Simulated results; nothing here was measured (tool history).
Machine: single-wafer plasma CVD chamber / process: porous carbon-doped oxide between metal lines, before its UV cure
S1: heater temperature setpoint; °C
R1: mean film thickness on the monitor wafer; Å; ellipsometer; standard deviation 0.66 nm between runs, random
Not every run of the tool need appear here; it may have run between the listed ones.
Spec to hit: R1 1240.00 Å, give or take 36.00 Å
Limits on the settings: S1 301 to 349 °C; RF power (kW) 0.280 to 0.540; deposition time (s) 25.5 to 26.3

Run 1, hour 0.0: S1 325 °C, RF power (kW) 0.410, deposition time (s) 25.5. Result: R1 1085.30 Å.
Run 2, hour 2.4: S1 323 °C, RF power (kW) 0.415, deposition time (s) 25.5. Result: R1 1115.00 Å.
Run 3, hour 6.3: S1 323 °C, RF power (kW) 0.380, deposition time (s) 25.5. Result: R1 1050.80 Å.
Run 4, hour 8.3: S1 323 °C, RF power (kW) 0.325, deposition time (s) 25.5. Result: R1 955.04 Å.
Run 5, hour 14.8: S1 321 °C, RF power (kW) 0.340, deposition time (s) 25.6. Result: R1 990.72 Å.
Run 6, hour 15.8: S1 321 °C, RF power (kW) 0.360, deposition time (s) 25.6. Result: R1 1033.00 Å.
Run 7, hour 24.6: S1 319 °C, RF power (kW) 0.365, deposition time (s) 25.6. Result: R1 1059.80 Å.
Run 8, hour 31.8: S1 317 °C, RF power (kW) 0.370, deposition time (s) 25.6. Result: R1 1057.80 Å.
Run 9, hour 39.2: S1 316 °C, RF power (kW) 0.380, deposition time (s) 25.7. Result: R1 1108.10 Å.

Below are 4 possible settings for the next run. Only one of them brings all results inside the allowed miss of their targets. Which is it?
Run A, hour 46.6: S1 308 °C, RF power (kW) 0.410, deposition time (s) 26.3. Result: R1 ?.
Run B, hour 46.6: S1 318 °C, RF power (kW) 0.405, deposition time (s) 26.1. Result: R1 ?.
Run C, hour 46.6: S1 312 °C, RF power (kW) 0.380, deposition time (s) 26.3. Result: R1 ?.
Run D, hour 46.6: S1 301 °C, RF power (kW) 0.440, deposition time (s) 26.3. Result: R1 ?.

move       R1
   A  1226.70
   B  1143.90
   C  1146.20
   D  1333.40
A: every result within its allowed miss
B: moves toward the targets from the last run without getting all of them in spec
C: moves toward the targets from the last run without getting all of them in spec
D: pushes the last run's worst result past its target
Go with A: it meets all targets.
